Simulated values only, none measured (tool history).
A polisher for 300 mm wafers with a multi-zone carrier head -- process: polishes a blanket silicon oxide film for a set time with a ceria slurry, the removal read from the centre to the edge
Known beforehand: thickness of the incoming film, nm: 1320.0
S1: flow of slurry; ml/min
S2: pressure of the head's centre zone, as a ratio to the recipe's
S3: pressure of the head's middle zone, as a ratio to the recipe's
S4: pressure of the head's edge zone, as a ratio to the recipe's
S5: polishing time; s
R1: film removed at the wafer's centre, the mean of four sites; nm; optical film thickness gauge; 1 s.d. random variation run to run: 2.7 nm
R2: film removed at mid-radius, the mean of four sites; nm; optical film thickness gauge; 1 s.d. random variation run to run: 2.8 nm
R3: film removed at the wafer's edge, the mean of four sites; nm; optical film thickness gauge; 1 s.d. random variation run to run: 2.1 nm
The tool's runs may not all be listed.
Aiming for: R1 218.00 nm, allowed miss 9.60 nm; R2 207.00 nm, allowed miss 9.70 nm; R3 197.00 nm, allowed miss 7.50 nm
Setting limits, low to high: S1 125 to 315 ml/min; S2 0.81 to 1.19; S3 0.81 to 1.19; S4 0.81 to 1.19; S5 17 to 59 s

Run 1, hour 0.0: S1 205 ml/min, S2 1.00, S3 1.00, S4 1.00, S5 38 s. Result: R1 177.63 nm, R2 177.05 nm, R3 176.61 nm.
Run 2, hour 8.8: S1 205 ml/min, S2 1.00, S3 1.00, S4 1.00, S5 46 s. Result: R1 208.69 nm, R2 215.00 nm, R3 212.99 nm.
Run 3, hour 14.3: S1 205 ml/min, S2 1.00, S3 1.00, S4 1.06, S5 46 s. Result: R1 213.11 nm, R2 214.41 nm, R3 216.44 nm.
Run 4, hour 16.1: S1 205 ml/min, S2 1.03, S3 1.01, S4 1.04, S5 45 s. Result: R1 218.24 nm, R2 210.30 nm, R3 210.03 nm.
Run 5, hour 19.2: S1 205 ml/min, S2 0.96, S3 1.01, S4 1.04, S5 45 s. Result: R1 197.75 nm, R2 210.44 nm, R3 215.27 nm.
Run 6, hour 23.3: S1 155 ml/min, S2 0.96, S3 1.01, S4 1.04, S5 45 s. Result: R1 191.11 nm, R2 201.63 nm, R3 205.22 nm.
Run 7, hour 28.4: S1 160 ml/min, S2 1.00, S3 1.02, S4 1.03, S5 45 s. Result: R1 191.65 nm, R2 204.23 nm, R3 203.34 nm.
Run 8, hour 33.3: S1 175 ml/min, S2 1.04, S3 1.02, S4 1.02, S5 45 s. Result: R1 210.95 nm, R2 210.35 nm, R3 207.77 nm.

Which one of the following 4 next-run settings gets every result inside its allowed miss? There is exactly one.
Run A, hour 38.2: S1 180 ml/min, S2 1.05, S3 1.04, S4 1.04, S5 46 s. Result: R1 ?, R2 ?, R3 ?.
Run B, hour 38.2: S1 180 ml/min, S2 1.15, S3 1.10, S4 1.05, S5 42 s. Result: R1 ?, R2 ?, R3 ?.
Run C, hour 38.2: S1 200 ml/min, S2 0.98, S3 0.98, S4 1.01, S5 46 s. Result: R1 ?, R2 ?, R3 ?.
Run D, hour 38.2: S1 150 ml/min, S2 1.03, S3 0.93, S4 1.10, S5 47 s. Result: R1 ?, R2 ?, R3 ?.

move      R1      R2      R3
   A  214.57  213.03  211.43
   B  214.77  201.90  193.84
   C  204.13  208.59  211.32
   D  206.18  194.96  216.57
A: the biggest miss grows against the last run
B: hits every target within its allowed miss
C: the biggest miss grows against the last run
D: the biggest miss grows against the last run
B meets every target.
